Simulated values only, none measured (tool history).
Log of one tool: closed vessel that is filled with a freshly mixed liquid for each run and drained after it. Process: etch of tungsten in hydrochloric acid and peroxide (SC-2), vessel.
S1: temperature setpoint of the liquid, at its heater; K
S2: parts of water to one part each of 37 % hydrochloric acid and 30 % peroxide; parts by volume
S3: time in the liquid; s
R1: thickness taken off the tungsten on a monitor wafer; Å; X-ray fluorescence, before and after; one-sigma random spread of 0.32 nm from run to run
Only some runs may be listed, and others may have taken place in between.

Run 1, hour 0: S1 335.15 K, S2 6 parts by volume, S3 95 s. Result: R1 585.48 Å.
Run 2, hour 3.6: S1 335.15 K, S2 6 parts by volume, S3 105 s. Result: R1 640.29 Å.
Run 3, hour 4.8: S1 328.65 K, S2 6 parts by volume, S3 105 s. Result: R1 428.5 Å.
Run 4, hour 7.5: S1 330.65 K, S2 6 parts by volume, S3 105 s. Result: R1 487.68 Å.
Run 5, hour 10.1: S1 330.65 K, S2 8 parts by volume, S3 105 s. Result: R1 389.31 Å.
Run 6, hour 17.5: S1 330.65 K, S2 8.5 parts by volume, S3 105 s. Result: R1 371.42 Å.
Run 7, hour 21.6: S1 333.15 K, S2 8.5 parts by volume, S3 105 s. Result: R1 432.58 Å.
Run 8, hour 30.2: S1 335.15 K, S2 8.5 parts by volume, S3 105 s. Result: R1 486.65 Å.
Run 9, hour 35.1: S1 336.65 K, S2 8.5 parts by volume, S3 105 s. Result: R1 541.55 Å.

What will run 10 give?
Run 10, hour 36.1: S1 340.65 K, S2 8.5 parts by volume, S3 105 s. Result: R1 ?.

R1: 688.26 Å
